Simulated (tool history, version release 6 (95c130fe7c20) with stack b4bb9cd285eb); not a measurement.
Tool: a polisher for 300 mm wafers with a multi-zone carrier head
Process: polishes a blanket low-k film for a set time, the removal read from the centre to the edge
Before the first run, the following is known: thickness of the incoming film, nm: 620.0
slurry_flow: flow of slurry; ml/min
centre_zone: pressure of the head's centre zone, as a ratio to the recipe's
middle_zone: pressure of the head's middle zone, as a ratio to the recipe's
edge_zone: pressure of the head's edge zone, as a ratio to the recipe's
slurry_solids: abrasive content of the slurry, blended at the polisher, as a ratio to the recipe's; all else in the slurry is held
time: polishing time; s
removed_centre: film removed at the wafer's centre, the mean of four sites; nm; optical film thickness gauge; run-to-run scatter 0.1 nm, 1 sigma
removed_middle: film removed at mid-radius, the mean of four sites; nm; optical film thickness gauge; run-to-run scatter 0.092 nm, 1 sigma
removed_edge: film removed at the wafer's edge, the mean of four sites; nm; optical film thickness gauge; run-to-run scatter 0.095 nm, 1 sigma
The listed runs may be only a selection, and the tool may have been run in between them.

{"run": 1, "hour": 0.0, "slurry_flow": 250, "centre_zone": 1.0, "middle_zone": 1.0, "edge_zone": 1.0, "slurry_solids": 1.0, "time": 37, "removed_centre": 13.416, "removed_middle": 13.419, "removed_edge": 13.553}
{"run": 2, "hour": 0.6, "slurry_flow": 250, "centre_zone": 1.0, "middle_zone": 1.0, "edge_zone": 1.0, "slurry_solids": 1.2, "time": 37, "removed_centre": 15.083, "removed_middle": 14.844, "removed_edge": 14.842}
{"run": 3, "hour": 9.3, "slurry_flow": 250, "centre_zone": 1.0, "middle_zone": 1.0, "edge_zone": 1.05, "slurry_solids": 1.2, "time": 37, "removed_centre": 15.195, "removed_middle": 14.896, "removed_edge": 15.238}
{"run": 4, "hour": 12.5, "slurry_flow": 250, "centre_zone": 1.0, "middle_zone": 1.0, "edge_zone": 1.05, "slurry_solids": 1.4, "time": 37, "removed_centre": 16.248, "removed_middle": 16.089, "removed_edge": 16.612}
{"run": 5, "hour": 15.6, "slurry_flow": 250, "centre_zone": 1.0, "middle_zone": 1.0, "edge_zone": 1.05, "slurry_solids": 1.4, "time": 30, "removed_centre": 13.005, "removed_middle": 12.934, "removed_edge": 13.458}
{"run": 6, "hour": 23.2, "slurry_flow": 250, "centre_zone": 1.0, "middle_zone": 1.0, "edge_zone": 1.05, "slurry_solids": 1.5, "time": 30, "removed_centre": 13.548, "removed_middle": 13.423, "removed_edge": 13.898}
{"run": 7, "hour": 31.0, "slurry_flow": 240, "centre_zone": 0.98, "middle_zone": 1.0, "edge_zone": 1.04, "slurry_solids": 1.5, "time": 30, "removed_centre": 13.079, "removed_middle": 13.48, "removed_edge": 13.683}

What does the tool deliver on the next run?
{"run": 8, "hour": 35.9, "slurry_flow": 225, "centre_zone": 0.97, "middle_zone": 0.99, "edge_zone": 1.04, "slurry_solids": 1.5, "time": 30, "removed_centre": "?", "removed_middle": "?", "removed_edge": "?"}

Run 8 produced removed_centre 12.737 nm, removed_middle 13.234 nm, removed_edge 13.613 nm.
